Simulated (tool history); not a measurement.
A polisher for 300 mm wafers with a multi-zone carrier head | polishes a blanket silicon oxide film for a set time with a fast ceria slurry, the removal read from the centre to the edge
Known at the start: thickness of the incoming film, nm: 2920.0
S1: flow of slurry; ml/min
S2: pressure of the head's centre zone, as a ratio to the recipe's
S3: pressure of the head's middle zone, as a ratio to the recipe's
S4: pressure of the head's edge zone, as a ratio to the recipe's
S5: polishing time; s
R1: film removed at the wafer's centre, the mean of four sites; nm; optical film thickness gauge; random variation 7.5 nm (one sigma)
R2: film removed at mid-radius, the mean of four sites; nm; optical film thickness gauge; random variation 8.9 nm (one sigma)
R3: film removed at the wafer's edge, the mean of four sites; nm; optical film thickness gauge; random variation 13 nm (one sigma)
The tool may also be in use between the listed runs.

run 1 hour=0.0 | S1=180 S2=1.00 S3=1.00 S4=1.00 S5=58 | R1=1059.80 R2=1058.0 R3=1043.50
run 2 hour=5.1 | S1=175 S2=0.97 S3=0.99 S4=0.98 S5=57 | R1=1030.40 R2=1045.9 R3=1003.70
run 3 hour=9.5 | S1=175 S2=0.91 S3=0.99 S4=0.98 S5=57 | R1=956.85 R2=1060.5 R3=1028.90
run 4 hour=12.4 | S1=170 S2=0.90 S3=0.98 S4=0.97 S5=56 | R1=935.32 R2=1016.0 R3=1007.80
run 5 hour=16.0 | S1=170 S2=0.90 S3=1.04 S4=0.97 S5=56 | R1=925.50 R2=1047.1 R3=995.48
run 6 hour=24.9 | S1=170 S2=0.90 S3=1.04 S4=0.97 S5=62 | R1=1012.70 R2=1149.6 R3=1132.50
run 7 hour=29.5 | S1=165 S2=0.89 S3=1.03 S4=0.96 S5=60 | R1=985.39 R2=1097.3 R3=1069.70

The next listed run, before its measurement:
run 8 hour=36.7 | S1=160 S2=0.88 S3=1.03 S4=0.96 S5=58 | R1=? R2=? R3=?

Run 8 gave R1 911.29 nm, R2 1060.4 nm, R3 1051.70 nm.
